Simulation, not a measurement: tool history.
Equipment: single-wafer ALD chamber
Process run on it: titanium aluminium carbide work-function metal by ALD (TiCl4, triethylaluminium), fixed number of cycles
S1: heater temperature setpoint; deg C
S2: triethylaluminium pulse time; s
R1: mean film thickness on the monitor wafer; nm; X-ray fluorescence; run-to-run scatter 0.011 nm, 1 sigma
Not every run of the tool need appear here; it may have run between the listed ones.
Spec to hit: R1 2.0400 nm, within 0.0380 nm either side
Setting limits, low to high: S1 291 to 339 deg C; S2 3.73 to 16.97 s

| run | hour | S1 | S2 | R1 |
|---|---|---|---|---|
| 1 | 0.0 | 315 | 10.35 | 1.8754 |
| 2 | 4.3 | 320 | 10.96 | 1.9096 |
| 3 | 5.4 | 320 | 8.19 | 1.8386 |
| 4 | 14.2 | 325 | 9.59 | 1.9230 |
| 5 | 16.3 | 328 | 9.97 | 1.9770 |
| 6 | 19.0 | 319 | 9.97 | 1.9120 |
| 7 | 21.5 | 319 | 9.97 | 1.8766 |
| 8 | 22.6 | 323 | 10.37 | 1.9472 |
| 9 | 26.2 | 325 | 10.56 | 1.9545 |
| 10 | 34.1 | 336 | 12.23 | 2.0973 |

Exactly one of the 4 candidate moves below puts every result within its allowed miss. Which one?
| A | 42.0 | 339 | 14.41 | ? |
| B | 42.0 | 325 | 11.10 | ? |
| C | 42.0 | 328 | 10.19 | ? |
| D | 42.0 | 330 | 14.07 | ? |

| move | R1 |
|---|---|
| A | 2.1285 |
| B | 1.9702 |
| C | 1.9779 |
| D | 2.0448 |
A: its largest miss is bigger than the last run's
B: moves the result that the last run missed by most past its target, out the other side
C: moves the result that the last run missed by most past its target, out the other side
D: all results land within tolerance of their targets
The move that meets every target is D.

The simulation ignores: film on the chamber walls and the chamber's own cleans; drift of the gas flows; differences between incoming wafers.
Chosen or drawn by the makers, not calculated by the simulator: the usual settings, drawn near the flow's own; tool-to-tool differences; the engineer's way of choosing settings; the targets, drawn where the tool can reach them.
